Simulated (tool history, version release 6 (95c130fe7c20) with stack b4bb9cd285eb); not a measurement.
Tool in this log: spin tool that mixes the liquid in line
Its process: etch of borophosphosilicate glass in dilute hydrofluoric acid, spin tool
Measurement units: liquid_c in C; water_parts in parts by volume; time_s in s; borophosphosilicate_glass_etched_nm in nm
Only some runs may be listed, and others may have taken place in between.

run	day	liquid_c	water_parts	time_s	borophosphosilicate_glass_etched_nm
1	0.000	25.0	280	20	2.4161
2	0.054	22.5	280	20	2.2185
3	0.350	25.5	230	20	3.1591
4	0.629	28.0	200	20	4.1446
5	0.704	29.5	185	20	4.8092
6	0.796	29.5	185	15	3.5918
7	0.858	29.5	185	15	3.5797
8	1.117	30.5	155	15	4.5921

Run 9 comes next. What will it give?
9	1.438	30.5	155	15	?

{"run 9": {"borophosphosilicate_glass_etched_nm": 4.5985}}

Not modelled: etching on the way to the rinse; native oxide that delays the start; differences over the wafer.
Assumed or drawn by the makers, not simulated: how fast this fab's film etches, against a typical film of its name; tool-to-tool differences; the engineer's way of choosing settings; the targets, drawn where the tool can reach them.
